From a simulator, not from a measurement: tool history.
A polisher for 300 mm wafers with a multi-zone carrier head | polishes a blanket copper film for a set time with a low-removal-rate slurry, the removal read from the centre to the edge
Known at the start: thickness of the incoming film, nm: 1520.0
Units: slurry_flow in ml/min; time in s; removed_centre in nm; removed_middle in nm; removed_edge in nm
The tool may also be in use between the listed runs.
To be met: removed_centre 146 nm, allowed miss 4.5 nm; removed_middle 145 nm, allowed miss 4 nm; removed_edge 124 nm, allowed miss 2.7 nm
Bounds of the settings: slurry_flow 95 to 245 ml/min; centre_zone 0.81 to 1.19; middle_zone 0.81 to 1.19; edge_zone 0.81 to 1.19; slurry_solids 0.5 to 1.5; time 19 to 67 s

run,hour,slurry_flow,centre_zone,middle_zone,edge_zone,slurry_solids,time,removed_centre,removed_middle,removed_edge
1,0,155,1,1,1,1,43,139.54,150.28,149.81
2,3.5,150,1.03,1.01,0.96,0.95,43,141.17,150.1,145.85
3,8.1,150,1.03,0.93,0.96,0.95,43,140.13,139.34,146.4
4,10.1,125,1.03,0.93,0.96,0.95,43,133.41,134.3,141.57
# hour 14.9: centre zone pressure recalibrated
5,14.9,125,1.06,0.96,0.93,0.9,43,144.12,135.83,138.51
6,23.2,125,1.06,0.96,0.93,0.7,43,134.55,125.7,127.89
7,29,135,1.06,0.99,0.91,0.7,43,140.45,130.4,128.34
8,30.8,140,1.06,1.02,0.9,0.7,43,140.15,135.48,129.39
9,32.5,145,1.06,1.04,0.88,0.7,43,140.33,137.4,128.28
10,37.5,145,1.07,1.06,0.87,0.7,43,142.74,142.15,130.74
11,38.4,145,1.08,1.07,0.86,0.65,43,140.42,140.15,124.95

5 next moves are on the table. One of them brings every result within its allowed miss. Which?
A,39.3,195,1.09,1.09,0.81,0.8,39,?,?,?
B,39.3,190,1.01,1.14,0.87,0.85,39,?,?,?
C,39.3,140,1.04,1.17,0.86,0.65,43,?,?,?
D,39.3,105,1.07,1.12,0.91,0.65,44,?,?,?
E,39.3,145,1.06,1.18,0.84,0.7,43,?,?,?

move,removed_centre,removed_middle,removed_edge
A,144.28,144.74,123.9
B,135.35,152.23,128.46
C,133.16,149.68,125.12
D,128.17,136.6,123.64
E,140,155.28,127.63
A: meets every target
B: further off than the last run
C: further off than the last run
D: further off than the last run
E: further off than the last run
The right move is A.
